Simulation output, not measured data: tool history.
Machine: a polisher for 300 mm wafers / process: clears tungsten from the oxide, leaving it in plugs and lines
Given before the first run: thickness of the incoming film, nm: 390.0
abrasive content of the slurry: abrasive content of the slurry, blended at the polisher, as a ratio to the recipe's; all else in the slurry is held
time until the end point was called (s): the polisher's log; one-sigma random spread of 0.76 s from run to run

run  hour  flow of slurry (ml/min)  pressure of the wafer on the pad (psi)  speed of the pad under the wafer (m/s)  abrasive content of the slurry  overpolish time after the end point (s)  time until the end point was called (s)
  1     0                      120                                     4.1                                    1.42                               1                                        5                                   59.599
  2   4.7                      120                                     3.3                                    1.42                               1                                        5                                   70.803
  3  10.6                      120                                     3.3                                    1.62                               1                                        5                                   62.095
  4  16.2                      120                                     3.3                                    1.62                               1                                        4                                   62.004
  5  22.9                      120                                     3.3                                    1.98                               1                                        4                                     50.9
  6  31.2                      120                                     3.9                                    1.98                               1                                        4                                   44.737
     38.4  -- slurry nozzle cleaned
  7  38.4                      120                                     3.9                                    1.98                               1                                        4                                   41.825
  8  39.5                      115                                     3.7                                    1.94                               1                                        4                                   45.275
  9  44.8                      120                                     3.5                                    1.92                               1                                        4                                   47.158

Run 10, settings as shown, results not yet in. Your forecast:
 10  52.9                      115                                     3.3                                    1.88                               1                                        4                                        ?

time until the end point was called (s): 50.106
